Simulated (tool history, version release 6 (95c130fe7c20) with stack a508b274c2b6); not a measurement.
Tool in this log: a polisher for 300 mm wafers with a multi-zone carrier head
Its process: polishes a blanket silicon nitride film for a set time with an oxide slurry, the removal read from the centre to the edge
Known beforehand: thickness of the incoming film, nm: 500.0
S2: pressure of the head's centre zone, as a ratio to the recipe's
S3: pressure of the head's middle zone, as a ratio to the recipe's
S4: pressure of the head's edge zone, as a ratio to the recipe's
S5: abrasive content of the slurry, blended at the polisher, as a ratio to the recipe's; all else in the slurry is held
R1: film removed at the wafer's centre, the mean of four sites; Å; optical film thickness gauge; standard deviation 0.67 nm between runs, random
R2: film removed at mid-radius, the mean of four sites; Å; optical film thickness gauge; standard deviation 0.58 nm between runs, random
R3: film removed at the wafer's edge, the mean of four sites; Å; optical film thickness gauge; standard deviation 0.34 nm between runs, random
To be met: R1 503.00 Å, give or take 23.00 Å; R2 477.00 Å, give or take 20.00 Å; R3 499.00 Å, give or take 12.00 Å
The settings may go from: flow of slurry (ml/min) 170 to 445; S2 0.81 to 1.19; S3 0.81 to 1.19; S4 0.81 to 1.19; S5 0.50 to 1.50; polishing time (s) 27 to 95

{"run": 1, "hour": 0.0, "flow of slurry (ml/min)": 285, "S2": 1.0, "S3": 1.0, "S4": 1.0, "S5": 1.0, "polishing time (s)": 61, "R1": 390.41, "R2": 374.62, "R3": 375.77}
{"run": 2, "hour": 4.0, "flow of slurry (ml/min)": 290, "S2": 1.01, "S3": 1.01, "S4": 1.04, "S5": 1.15, "polishing time (s)": 61, "R1": 412.75, "R2": 400.05, "R3": 399.0}
{"run": 3, "hour": 10.3, "flow of slurry (ml/min)": 290, "S2": 1.01, "S3": 1.0, "S4": 1.07, "S5": 1.25, "polishing time (s)": 62, "R1": 444.14, "R2": 425.98, "R3": 429.06}
{"run": 4, "hour": 12.8, "flow of slurry (ml/min)": 295, "S2": 1.01, "S3": 0.99, "S4": 1.1, "S5": 1.3, "polishing time (s)": 62, "R1": 444.07, "R2": 419.64, "R3": 446.51}
{"run": 5, "hour": 15.3, "flow of slurry (ml/min)": 300, "S2": 1.02, "S3": 1.01, "S4": 1.12, "S5": 1.35, "polishing time (s)": 62, "R1": 473.11, "R2": 438.79, "R3": 450.87}
{"run": 6, "hour": 20.5, "flow of slurry (ml/min)": 300, "S2": 1.02, "S3": 1.01, "S4": 1.17, "S5": 1.35, "polishing time (s)": 62, "R1": 474.13, "R2": 436.16, "R3": 463.72}
{"run": 7, "hour": 25.8, "flow of slurry (ml/min)": 305, "S2": 1.01, "S3": 1.02, "S4": 1.18, "S5": 1.4, "polishing time (s)": 62, "R1": 475.67, "R2": 446.67, "R3": 465.5}
{"run": 8, "hour": 27.4, "flow of slurry (ml/min)": 305, "S2": 1.01, "S3": 1.02, "S4": 1.18, "S5": 1.45, "polishing time (s)": 63, "R1": 493.8, "R2": 466.14, "R3": 483.07}

Which one of the following 5 next-run settings gets every result inside its allowed miss? There is exactly one.
{"run": "A", "hour": 29.0, "flow of slurry (ml/min)": 325, "S2": 0.98, "S3": 1.07, "S4": 1.11, "S5": 1.5, "polishing time (s)": 63, "R1": "?", "R2": "?", "R3": "?"}
{"run": "B", "hour": 29.0, "flow of slurry (ml/min)": 300, "S2": 1.03, "S3": 0.99, "S4": 1.17, "S5": 1.4, "polishing time (s)": 63, "R1": "?", "R2": "?", "R3": "?"}
{"run": "C", "hour": 29.0, "flow of slurry (ml/min)": 265, "S2": 1.01, "S3": 0.93, "S4": 1.19, "S5": 1.4, "polishing time (s)": 65, "R1": "?", "R2": "?", "R3": "?"}
{"run": "D", "hour": 29.0, "flow of slurry (ml/min)": 330, "S2": 0.97, "S3": 1.1, "S4": 1.13, "S5": 1.5, "polishing time (s)": 62, "R1": "?", "R2": "?", "R3": "?"}
{"run": "E", "hour": 29.0, "flow of slurry (ml/min)": 300, "S2": 1.0, "S3": 1.01, "S4": 1.14, "S5": 1.4, "polishing time (s)": 67, "R1": "?", "R2": "?", "R3": "?"}

move=A R1=489.06 R2=485.51 R3=474.31
move=B R1=496.21 R2=440.29 R3=470.38
move=C R1=497.88 R2=427.67 R3=486.11
move=D R1=477.24 R2=489.70 R3=470.23
move=E R1=513.20 R2=476.31 R3=494.93
A: moves away from the targets compared with the last run
B: moves away from the targets compared with the last run
C: moves away from the targets compared with the last run
D: moves away from the targets compared with the last run
E: all results land within tolerance of their targets
Correct choice: E, which meets every target
